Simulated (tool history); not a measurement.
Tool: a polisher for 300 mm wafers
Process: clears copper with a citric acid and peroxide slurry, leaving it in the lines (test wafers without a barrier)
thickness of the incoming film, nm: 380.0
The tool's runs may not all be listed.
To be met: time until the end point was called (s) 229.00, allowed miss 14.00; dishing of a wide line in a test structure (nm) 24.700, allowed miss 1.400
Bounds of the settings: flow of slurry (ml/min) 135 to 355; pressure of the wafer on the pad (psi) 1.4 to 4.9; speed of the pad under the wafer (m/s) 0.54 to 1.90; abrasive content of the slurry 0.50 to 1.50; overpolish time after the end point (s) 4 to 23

run,hour,flow of slurry (ml/min),pressure of the wafer on the pad (psi),speed of the pad under the wafer (m/s),abrasive content of the slurry,overpolish time after the end point (s),time until the end point was called (s),dishing of a wide line in a test structure (nm)
1,0.0,225,3.1,1.22,1.00,12,170.57,23.473
2,7.0,225,3.1,0.98,1.00,12,212.22,18.819
3,10.3,225,3.0,0.98,1.00,13,219.04,20.309
4,12.7,225,3.0,0.98,1.00,14,214.47,21.609
5,18.8,225,2.3,0.98,1.00,14,292.57,17.208
6,21.6,225,2.3,0.80,1.00,14,332.10,14.223
7,24.4,225,2.5,0.82,1.00,15,316.85,16.740
8,30.9,225,3.4,0.86,1.00,15,222.96,22.384

5 next moves are on the table. One of them brings every result within its allowed miss. Which?
A,37.4,265,2.4,1.16,0.95,17,?,?
B,37.4,215,2.7,0.86,1.10,23,?,?
C,37.4,230,2.9,0.82,1.10,20,?,?
D,37.4,275,3.2,0.78,0.75,17,?,?
E,37.4,230,3.7,0.82,1.05,13,?,?

move,time until the end point was called (s),dishing of a wide line in a test structure (nm)
A,221.25,24.569
B,263.05,27.723
C,254.79,25.199
D,254.99,21.739
E,203.28,20.970
A: meets every target
B: takes the result that was furthest off past its target
C: brings the result that was furthest off to its target, and leaves another outside
D: further off than the last run
E: further off than the last run
Move A is the one to make.
